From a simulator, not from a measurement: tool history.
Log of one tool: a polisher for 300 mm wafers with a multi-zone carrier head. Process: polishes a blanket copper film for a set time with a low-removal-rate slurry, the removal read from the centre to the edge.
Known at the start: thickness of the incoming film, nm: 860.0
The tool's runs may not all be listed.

run,day,flow of slurry (ml/min),pressure of the head's centre zone,pressure of the head's middle zone,pressure of the head's edge zone,abrasive content of the slurry,polishing time (s),film removed at the wafer's centre (nm),film removed at mid-radius (nm),film removed at the wafer's edge (nm)
1,0,310,1,1,1,1,43,113.19,108.99,109.55
2,0.254,310,1,1,1.06,1,43,110.48,112.09,114.05
3,0.458,310,1,1,1.01,1,43,113.49,110.03,108.74
4,0.754,310,1,1,1.01,1,34,89.152,89.858,85.294
5,0.967,310,1,1,1.01,1.1,34,89.653,89.08,89.854
6,1.079,310,1,1,0.97,1.1,34,90.63,91.069,88.234
7,1.125,305,1.01,0.96,0.98,1.05,33,86.69,83.313,86.105
8,1.408,305,1.02,0.93,0.96,0.95,33,84.761,79.625,83.004
9,1.596,305,1.04,0.91,0.94,0.9,33,88.44,76.596,79.868
# day 1.679: worn pad replaced by a new one
10,1.679,305,1.03,0.89,0.93,0.85,33,94.56,80.231,85.554
11,2.025,285,1.13,0.93,1.03,1.1,31,98.765,82.355,88.509
12,2.367,285,1.11,0.91,1.01,1,31,95.177,79.858,85.741
13,2.446,285,1.09,0.89,0.99,0.95,31,91.588,76.717,85.813
14,2.779,290,1.08,0.88,0.97,0.9,31,92.111,77.057,81.384

Run 15 comes next. What will it give?
15,2.888,290,1.07,0.86,0.95,0.9,30,?,?,?

{"run 15": {"film removed at the wafer's centre (nm)": 84.43, "film removed at mid-radius (nm)": 71.046, "film removed at the wafer's edge (nm)": 82.223}}
